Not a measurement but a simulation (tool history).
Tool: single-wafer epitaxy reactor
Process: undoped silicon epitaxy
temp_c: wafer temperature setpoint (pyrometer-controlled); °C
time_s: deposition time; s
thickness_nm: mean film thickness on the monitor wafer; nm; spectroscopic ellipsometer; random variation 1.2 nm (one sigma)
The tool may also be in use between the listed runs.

run	hour	temp_c	time_s	thickness_nm
1	0	675	554	181.4
2	8.3	675	511	167.67
3	9.4	684	511	194.96
4	13.7	675	511	167.37
5	17.1	675	439	142.85
6	23.5	680	439	156.63
7	31.1	683	440	165.88

Run 8 comes next. What will it give?
8	38.7	685	441	?

thickness_nm: 171.73 nm
